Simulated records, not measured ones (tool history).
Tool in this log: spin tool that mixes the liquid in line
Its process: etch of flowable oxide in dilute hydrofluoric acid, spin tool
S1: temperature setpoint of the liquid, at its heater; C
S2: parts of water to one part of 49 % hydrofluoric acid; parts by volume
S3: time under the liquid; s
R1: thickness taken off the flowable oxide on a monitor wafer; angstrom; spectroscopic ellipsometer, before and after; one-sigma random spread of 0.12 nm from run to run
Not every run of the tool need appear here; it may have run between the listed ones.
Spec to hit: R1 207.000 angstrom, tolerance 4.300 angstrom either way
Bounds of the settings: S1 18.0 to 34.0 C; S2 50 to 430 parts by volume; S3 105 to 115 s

run	hour	S1	S2	S3	R1
1	0.0	26.0	240	105	135.010
2	6.6	26.0	205	105	163.890
3	12.7	26.0	270	105	117.110
4	20.0	26.0	305	105	99.906
5	24.3	26.0	255	105	126.740
6	31.7	26.0	300	105	101.820
7	34.3	26.0	300	105	102.110
8	36.4	27.0	285	105	112.930
9	38.3	28.0	275	105	123.770
10	42.0	29.0	265	105	133.520
11	46.2	29.5	255	105	141.250
12	53.4	30.0	245	105	151.580
13	55.7	30.5	240	105	158.040
14	61.1	31.0	235	105	164.660
15	64.9	34.0	205	105	216.520
16	69.4	33.5	205	105	213.680

Below are 5 possible settings for the next run. Only one of them brings all results inside the allowed miss of their targets. Which is it?
A	73.9	34.0	220	115	?
B	73.9	31.5	195	110	?
C	73.9	33.0	200	110	?
D	73.9	34.0	205	110	?
E	73.9	34.0	230	115	?

move	R1
A	216.930
B	221.770
C	226.300
D	226.940
E	204.930
A: the biggest miss grows against the last run
B: the biggest miss grows against the last run
C: the biggest miss grows against the last run
D: the biggest miss grows against the last run
E: in spec on every target
E is the move that brings every result within its allowed miss.

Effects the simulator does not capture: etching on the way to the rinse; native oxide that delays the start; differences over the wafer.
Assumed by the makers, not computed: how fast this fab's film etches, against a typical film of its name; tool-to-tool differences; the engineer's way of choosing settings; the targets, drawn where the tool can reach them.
